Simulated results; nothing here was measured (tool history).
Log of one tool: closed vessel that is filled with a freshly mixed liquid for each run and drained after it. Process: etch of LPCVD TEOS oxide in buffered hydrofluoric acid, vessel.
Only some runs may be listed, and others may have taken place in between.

run  hour  temperature setpoint of the liquid (K)  parts of 40 % ammonium fluoride to one part of 49 % hydrofluoric acid (parts by volume)  time in the liquid (s)  thickness taken off the LPCVD TEOS oxide on a monitor wafer (Å)
  1     0                                  293.15                                                                                        8                     105                                                           2506.6
  2   6.8                                  292.15                                                                                        8                     105                                                           2394.4
  3  15.3                                  291.65                                                                                        8                     105                                                           2303.9
  4  16.7                                  293.65                                                                                        8                     105                                                           2574.7
  5  20.9                                  293.65                                                                                        7                     105                                                           2938.6
  6  22.8                                  297.15                                                                                        7                     105                                                           3579.9
  7  23.7                                  293.15                                                                                        9                     105                                                           2197.2
  8  24.8                                  292.65                                                                                        9                     105                                                           2154.5

What will run 9 give?
  9  31.7                                  292.15                                                                                        9                     105                                                                ?

{"run 9": {"thickness taken off the LPCVD TEOS oxide on a monitor wafer (Å)": 2074.2}}
